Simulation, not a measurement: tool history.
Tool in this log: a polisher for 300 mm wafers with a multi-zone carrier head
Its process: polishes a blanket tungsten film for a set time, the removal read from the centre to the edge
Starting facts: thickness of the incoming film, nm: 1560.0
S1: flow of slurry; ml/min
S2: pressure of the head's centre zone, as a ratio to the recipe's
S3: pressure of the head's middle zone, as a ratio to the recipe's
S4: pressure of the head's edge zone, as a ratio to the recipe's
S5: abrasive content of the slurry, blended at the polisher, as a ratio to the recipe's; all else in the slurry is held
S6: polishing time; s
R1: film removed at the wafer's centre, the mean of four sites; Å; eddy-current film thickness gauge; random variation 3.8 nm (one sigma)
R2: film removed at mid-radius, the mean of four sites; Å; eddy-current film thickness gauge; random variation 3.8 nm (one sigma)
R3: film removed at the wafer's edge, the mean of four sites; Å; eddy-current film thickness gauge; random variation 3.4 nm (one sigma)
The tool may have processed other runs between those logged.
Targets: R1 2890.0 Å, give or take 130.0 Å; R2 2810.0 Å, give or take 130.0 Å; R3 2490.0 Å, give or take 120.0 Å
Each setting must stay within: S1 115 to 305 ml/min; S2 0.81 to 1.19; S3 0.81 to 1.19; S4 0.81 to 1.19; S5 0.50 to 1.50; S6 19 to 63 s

run 1 hour=0.0 | S1=195 S2=1.00 S3=1.00 S4=1.00 S5=1.00 S6=41 | R1=2279.1 R2=2272.8 R3=2134.7
run 2 hour=3.2 | S1=205 S2=1.02 S3=1.02 S4=1.02 S5=1.10 S6=41 | R1=2384.6 R2=2330.0 R3=2246.1
run 3 hour=3.9 | S1=205 S2=1.05 S3=1.02 S4=1.02 S5=1.10 S6=41 | R1=2471.6 R2=2362.7 R3=2265.5
run 4 hour=8.3 | S1=210 S2=1.07 S3=1.05 S4=1.02 S5=1.15 S6=41 | R1=2482.7 R2=2386.9 R3=2315.9
run 5 hour=9.8 | S1=210 S2=1.07 S3=1.11 S4=1.02 S5=1.15 S6=41 | R1=2511.9 R2=2534.1 R3=2304.8
run 6 hour=17.5 | S1=210 S2=1.07 S3=1.11 S4=1.02 S5=1.15 S6=33 | R1=1957.5 R2=2059.3 R3=1885.3
run 7 hour=20.2 | S1=215 S2=1.09 S3=1.13 S4=1.01 S5=1.20 S6=35 | R1=2230.7 R2=2276.1 R3=2004.2
run 8 hour=28.8 | S1=220 S2=1.10 S3=1.14 S4=1.02 S5=1.30 S6=36 | R1=2346.3 R2=2348.2 R3=2152.3
run 9 hour=34.7 | S1=220 S2=1.10 S3=1.14 S4=1.02 S5=1.30 S6=36 | R1=2358.6 R2=2372.2 R3=2161.4
run 10 hour=37.7 | S1=225 S2=1.11 S3=1.15 S4=1.01 S5=1.35 S6=37 | R1=2504.7 R2=2463.7 R3=2208.3
run 11 hour=42.9 | S1=230 S2=1.11 S3=1.16 S4=1.01 S5=1.40 S6=38 | R1=2542.9 R2=2590.6 R3=2309.9
run 12 hour=51.1 | S1=235 S2=1.12 S3=1.17 S4=1.01 S5=1.45 S6=38 | R1=2658.8 R2=2651.5 R3=2313.4
run 13 hour=58.1 | S1=240 S2=1.13 S3=1.17 S4=1.02 S5=1.45 S6=38 | R1=2686.5 R2=2586.7 R3=2333.5
run 14 hour=60.9 | S1=240 S2=1.13 S3=1.17 S4=1.02 S5=1.45 S6=39 | R1=2715.0 R2=2732.7 R3=2346.1

Of the 5 settings listed for the next run, only one would bring every result within its allowed miss of target. Which one?
run A hour=63.7 | S1=160 S2=1.10 S3=0.95 S4=0.99 S5=1.35 S6=46 | R1=? R2=? R3=?
run B hour=63.7 | S1=280 S2=1.11 S3=1.11 S4=0.98 S5=1.30 S6=42 | R1=? R2=? R3=?
run C hour=63.7 | S1=280 S2=1.04 S3=1.19 S4=1.08 S5=1.35 S6=38 | R1=? R2=? R3=?
run D hour=63.7 | S1=255 S2=1.07 S3=1.15 S4=1.02 S5=1.45 S6=38 | R1=? R2=? R3=?
run E hour=63.7 | S1=265 S2=1.16 S3=1.19 S4=0.85 S5=1.40 S6=40 | R1=? R2=? R3=?

move=A R1=2936.9 R2=2575.5 R3=2664.1
move=B R1=2880.1 R2=2775.1 R3=2508.6
move=C R1=2468.8 R2=2673.9 R3=2398.5
move=D R1=2567.0 R2=2637.0 R3=2368.9
move=E R1=2914.4 R2=2828.7 R3=2283.5
A: the furthest-off result lands on target, but another misses its tolerance
B: all results land within tolerance of their targets
C: lands further from the targets than the last run did
D: lands further from the targets than the last run did
E: the furthest-off result lands on target, but another misses its tolerance
So the answer is move B, the one that meets all the targets.
